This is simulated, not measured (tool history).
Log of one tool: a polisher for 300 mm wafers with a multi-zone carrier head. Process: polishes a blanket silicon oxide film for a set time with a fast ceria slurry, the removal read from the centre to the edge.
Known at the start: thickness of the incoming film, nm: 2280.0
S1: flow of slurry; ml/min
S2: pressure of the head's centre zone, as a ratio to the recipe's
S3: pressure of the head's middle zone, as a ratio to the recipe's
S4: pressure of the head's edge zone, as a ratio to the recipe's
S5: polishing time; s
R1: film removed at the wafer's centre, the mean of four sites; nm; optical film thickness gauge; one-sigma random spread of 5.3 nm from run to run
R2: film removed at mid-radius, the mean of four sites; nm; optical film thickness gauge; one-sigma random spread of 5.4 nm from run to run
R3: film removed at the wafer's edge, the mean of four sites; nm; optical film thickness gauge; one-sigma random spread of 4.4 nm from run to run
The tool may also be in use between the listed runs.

Run 1, day 0.000: S1 305 ml/min, S2 1.00, S3 1.00, S4 1.00, S5 42 s. Result: R1 962.40 nm, R2 937.44 nm, R3 975.29 nm.
Run 2, day 0.142: S1 230 ml/min, S2 1.00, S3 1.00, S4 1.00, S5 42 s. Result: R1 925.06 nm, R2 921.25 nm, R3 954.86 nm.
Run 3, day 0.375: S1 220 ml/min, S2 1.00, S3 1.01, S4 0.96, S5 38 s. Result: R1 815.46 nm, R2 819.05 nm, R3 835.83 nm.
Run 4, day 0.638: S1 220 ml/min, S2 1.00, S3 1.01, S4 1.03, S5 38 s. Result: R1 829.63 nm, R2 818.16 nm, R3 875.62 nm.
Run 5, day 0.946: S1 220 ml/min, S2 1.00, S3 1.09, S4 1.03, S5 38 s. Result: R1 844.78 nm, R2 875.72 nm, R3 860.33 nm.
Run 6, day 1.275: S1 185 ml/min, S2 1.00, S3 1.09, S4 1.03, S5 38 s. Result: R1 822.72 nm, R2 852.24 nm, R3 858.71 nm.
Run 7, day 1.475: S1 270 ml/min, S2 0.97, S3 1.09, S4 0.93, S5 26 s. Result: R1 574.58 nm, R2 616.89 nm, R3 579.17 nm.

Run 8 comes next. What will it give?
Run 8, day 1.629: S1 275 ml/min, S2 0.98, S3 1.10, S4 0.91, S5 25 s. Result: R1 ?, R2 ?, R3 ?.

R1: 558.30 nm
R2: 599.75 nm
R3: 551.17 nm

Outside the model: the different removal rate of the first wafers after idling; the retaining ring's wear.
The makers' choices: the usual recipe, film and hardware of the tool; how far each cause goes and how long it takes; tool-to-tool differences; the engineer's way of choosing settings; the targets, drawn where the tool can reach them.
